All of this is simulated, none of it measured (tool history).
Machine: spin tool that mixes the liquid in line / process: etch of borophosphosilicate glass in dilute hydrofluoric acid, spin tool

run	hour	temperature setpoint of the liquid (°C)	parts of water to one part of 49 % hydrofluoric acid (parts by volume)	time under the liquid (s)	thickness taken off the borophosphosilicate glass on a monitor wafer (angstrom)
1	0.0	22.0	255	75	102.210
2	2.5	21.0	275	75	88.618
3	3.6	21.0	275	75	88.029
4	11.2	21.0	275	55	65.762
5	20.0	24.0	275	55	73.868
6	21.6	23.5	285	55	68.943
7	25.7	23.0	290	55	65.986

For run 8, what comes out?
8	34.7	22.5	295	55	?

For run 8 the tool returned thickness taken off the borophosphosilicate glass on a monitor wafer (angstrom) 63.477.
